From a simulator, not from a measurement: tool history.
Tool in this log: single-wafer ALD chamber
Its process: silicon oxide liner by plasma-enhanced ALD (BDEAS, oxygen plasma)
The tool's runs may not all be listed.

run    day  heater temperature setpoint (deg C)  number of ALD cycles (cycles)  mean film thickness on the monitor wafer (nm)
  1  0.000                                  320                             36                                         3.2285
  2  0.038                                  329                             36                                         3.1723
  3  0.254                                  329                             39                                         3.4413
  4  0.342                                  322                             39                                         3.4776
  5  0.533                                  322                             42                                         3.7451
  6  0.583                                  327                             42                                         3.7266
  7  0.783                                  328                             40                                         3.5273
  8  1.046                                  331                             34                                         3.0045

What does the tool deliver on the next run?
  9  1.354                                  331                             33                                              ?

{"run 9": {"mean film thickness on the monitor wafer (nm)": 2.8914}}

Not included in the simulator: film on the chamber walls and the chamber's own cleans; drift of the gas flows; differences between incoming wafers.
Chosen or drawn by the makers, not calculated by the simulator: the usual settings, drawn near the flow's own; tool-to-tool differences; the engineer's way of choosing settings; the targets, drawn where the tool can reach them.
